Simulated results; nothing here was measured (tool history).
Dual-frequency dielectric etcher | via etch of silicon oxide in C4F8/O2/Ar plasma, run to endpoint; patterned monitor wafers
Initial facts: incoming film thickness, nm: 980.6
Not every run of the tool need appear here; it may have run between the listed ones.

run,hour,source power (kW),bias power (kW),endpoint time (s)
1,0.0,1.850,2.037,210.95
2,2.9,2.140,2.037,201.00
3,5.1,1.900,2.037,211.12
4,13.5,1.750,1.909,221.72
5,20.9,1.640,1.817,231.62
6,22.3,1.640,1.953,224.00

The next listed run, before its measurement:
7,31.0,1.550,1.855,?

{"run 7": {"endpoint time (s)": 234.13}}
